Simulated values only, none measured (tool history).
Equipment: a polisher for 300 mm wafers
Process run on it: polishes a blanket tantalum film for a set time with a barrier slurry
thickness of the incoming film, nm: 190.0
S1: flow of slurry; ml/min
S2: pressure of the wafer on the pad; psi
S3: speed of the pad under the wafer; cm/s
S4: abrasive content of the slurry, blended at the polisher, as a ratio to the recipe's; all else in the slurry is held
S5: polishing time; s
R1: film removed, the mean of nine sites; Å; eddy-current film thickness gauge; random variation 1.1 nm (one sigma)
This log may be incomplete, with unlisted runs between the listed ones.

run	hour	S1	S2	S3	S4	S5	R1
1	0.0	185	2.2	130	1.0	38	882.43
2	6.3	185	2.2	130	1.0	38	885.73
3	7.9	190	2.4	130	1.0	38	938.26
4	9.4	190	2.4	130	1.1	38	988.81
5	18.4	190	2.5	130	1.1	38	1007.30
6	23.9	230	2.5	130	1.1	38	1028.50
7	25.2	230	2.6	130	1.1	38	1064.50
8	26.7	230	2.7	130	1.1	38	1109.40
9	30.9	230	2.8	130	1.1	38	1125.80
10	33.8	230	2.9	130	1.1	38	1165.10

Run 11 has not been measured yet. What should we expect?
11	40.7	230	3.0	130	1.1	38	?

R1: 1213.70 Å

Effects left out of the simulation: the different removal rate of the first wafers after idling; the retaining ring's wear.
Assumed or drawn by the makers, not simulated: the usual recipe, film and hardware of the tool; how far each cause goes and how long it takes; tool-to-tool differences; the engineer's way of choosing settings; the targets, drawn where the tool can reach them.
